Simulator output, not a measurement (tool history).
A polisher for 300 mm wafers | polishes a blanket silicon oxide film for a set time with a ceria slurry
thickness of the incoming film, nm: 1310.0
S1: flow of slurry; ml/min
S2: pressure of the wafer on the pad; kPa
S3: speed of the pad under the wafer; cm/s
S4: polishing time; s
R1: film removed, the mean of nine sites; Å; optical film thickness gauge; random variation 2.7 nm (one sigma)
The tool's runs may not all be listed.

Run 1, hour 0.0: S1 310 ml/min, S2 22.8 kPa, S3 114 cm/s, S4 29 s. Result: R1 1216.90 Å.
Run 2, hour 7.7: S1 310 ml/min, S2 19.3 kPa, S3 114 cm/s, S4 29 s. Result: R1 1059.00 Å.
Run 3, hour 13.2: S1 390 ml/min, S2 19.3 kPa, S3 114 cm/s, S4 29 s. Result: R1 1077.70 Å.
Run 4, hour 18.3: S1 390 ml/min, S2 13.8 kPa, S3 114 cm/s, S4 29 s. Result: R1 747.77 Å.
Run 5, hour 23.4: S1 390 ml/min, S2 17.2 kPa, S3 116 cm/s, S4 29 s. Result: R1 969.32 Å.
Run 6, hour 24.3: S1 390 ml/min, S2 20.0 kPa, S3 116 cm/s, S4 29 s. Result: R1 1155.10 Å.

Run 7 comes next. What will it give?
Run 7, hour 26.3: S1 395 ml/min, S2 21.4 kPa, S3 116 cm/s, S4 29 s. Result: R1 ?.

Run 7 gave R1 1180.90 Å.
